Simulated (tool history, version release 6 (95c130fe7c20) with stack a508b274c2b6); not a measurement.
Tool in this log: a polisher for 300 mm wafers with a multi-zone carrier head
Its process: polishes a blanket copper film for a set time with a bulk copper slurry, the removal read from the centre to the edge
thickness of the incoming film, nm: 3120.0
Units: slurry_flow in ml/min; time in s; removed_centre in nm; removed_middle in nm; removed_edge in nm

run	hour	slurry_flow	centre_zone	middle_zone	edge_zone	slurry_solids	time	removed_centre	removed_middle	removed_edge
1	0	235	1	1	1	1	65	471.91	458.12	468.32
2	8.1	235	1	1	0.98	0.95	63	438.8	447.29	435.6
3	15.8	235	1	1	0.98	0.95	56	401.03	392.98	385.37
4	19.7	235	1	1	0.93	0.95	56	398.36	392.41	375.57
5	26	235	1	1	0.93	0.8	56	381.63	375.54	360.38
6	33.2	275	1	1	0.93	0.8	56	379.65	380.93	354.91
7	39	275	0.99	0.99	0.92	0.75	56	374.67	372.21	349.09
8	46.6	275	0.98	0.98	0.91	0.7	56	357.86	364.53	343.53
9	52.9	275	0.98	0.97	0.9	0.7	56	365.18	355.17	342.03
10	55.2	275	0.98	0.97	0.89	0.7	56	357.35	356.87	341.29

For run 11, what comes out?
11	64	275	0.98	0.97	0.88	0.65	56	?	?	?

{"run 11": {"removed_centre": 355.37, "removed_middle": 344.76, "removed_edge": 327.14}}

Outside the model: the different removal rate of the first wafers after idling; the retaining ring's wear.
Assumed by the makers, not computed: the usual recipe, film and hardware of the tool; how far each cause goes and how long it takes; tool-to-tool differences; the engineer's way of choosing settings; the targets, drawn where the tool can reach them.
